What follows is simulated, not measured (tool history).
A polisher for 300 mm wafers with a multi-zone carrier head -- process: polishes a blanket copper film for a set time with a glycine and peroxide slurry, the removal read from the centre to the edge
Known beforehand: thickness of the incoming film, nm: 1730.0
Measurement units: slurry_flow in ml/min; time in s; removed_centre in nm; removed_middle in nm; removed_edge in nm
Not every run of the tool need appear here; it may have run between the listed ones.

| run | day | slurry_flow | centre_zone | middle_zone | edge_zone | time | removed_centre | removed_middle | removed_edge |
|---|---|---|---|---|---|---|---|---|---|
| 1 | 0.000 | 285 | 1.00 | 1.00 | 1.00 | 72 | 318.08 | 318.67 | 331.36 |
| 2 | 0.038 | 285 | 1.00 | 1.00 | 1.07 | 72 | 321.99 | 322.75 | 335.60 |
| 3 | 0.383 | 285 | 1.00 | 1.00 | 1.12 | 72 | 318.96 | 316.07 | 345.25 |
| 4 | 0.754 | 285 | 1.00 | 0.94 | 1.12 | 72 | 319.48 | 301.05 | 345.42 |
| 5 | 1.042 | 285 | 1.03 | 0.94 | 1.12 | 72 | 333.82 | 300.98 | 346.64 |
| 6 | 1.071 | 285 | 1.03 | 0.94 | 1.12 | 79 | 358.92 | 326.60 | 372.72 |
| 7 | 1.258 | 285 | 1.03 | 0.94 | 1.12 | 79 | 364.05 | 327.12 | 369.66 |
| 8 | 1.321 | 280 | 1.05 | 0.98 | 1.06 | 76 | 355.84 | 332.02 | 350.38 |
| 9 | 1.667 | 275 | 1.07 | 1.00 | 1.02 | 74 | 356.77 | 331.01 | 335.08 |
| 10 | 2.038 | 270 | 1.08 | 1.02 | 0.99 | 72 | 343.38 | 327.02 | 322.39 |
| 11 | 2.117 | 265 | 1.10 | 1.03 | 0.96 | 71 | 352.01 | 323.07 | 312.02 |

What does the tool deliver on the next run?
| 12 | 2.258 | 255 | 1.08 | 1.11 | 0.86 | 69 | ? | ? | ? |

{"run 12": {"removed_centre": 330.82, "removed_middle": 333.37, "removed_edge": 287.43}}
